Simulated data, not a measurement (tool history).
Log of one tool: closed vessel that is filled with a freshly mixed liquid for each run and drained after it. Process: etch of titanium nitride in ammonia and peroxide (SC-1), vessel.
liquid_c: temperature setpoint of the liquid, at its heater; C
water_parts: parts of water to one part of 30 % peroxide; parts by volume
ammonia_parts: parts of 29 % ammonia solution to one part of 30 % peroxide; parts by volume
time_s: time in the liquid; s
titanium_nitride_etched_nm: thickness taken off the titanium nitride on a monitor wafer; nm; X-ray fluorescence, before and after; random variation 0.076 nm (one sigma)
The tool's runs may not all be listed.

run 1 hour=0 | liquid_c=56 water_parts=22.5 ammonia_parts=0.8 time_s=380 | titanium_nitride_etched_nm=17.692
run 2 hour=6.9 | liquid_c=56 water_parts=25.5 ammonia_parts=0.8 time_s=380 | titanium_nitride_etched_nm=16.343
run 3 hour=14.7 | liquid_c=55.5 water_parts=25.5 ammonia_parts=0.8 time_s=380 | titanium_nitride_etched_nm=15.92
run 4 hour=22 | liquid_c=55 water_parts=25.5 ammonia_parts=0.8 time_s=380 | titanium_nitride_etched_nm=15.362
run 5 hour=27.6 | liquid_c=54.5 water_parts=25.5 ammonia_parts=0.8 time_s=380 | titanium_nitride_etched_nm=14.76
run 6 hour=29.7 | liquid_c=49.5 water_parts=25.5 ammonia_parts=0.8 time_s=380 | titanium_nitride_etched_nm=10.562
run 7 hour=34.4 | liquid_c=50.5 water_parts=25.5 ammonia_parts=0.8 time_s=380 | titanium_nitride_etched_nm=11.283

Run 8 comes next. What will it give?
run 8 hour=36.2 | liquid_c=54 water_parts=25.5 ammonia_parts=0.8 time_s=380 | titanium_nitride_etched_nm=?

{"run 8": {"titanium_nitride_etched_nm": 14.428}}
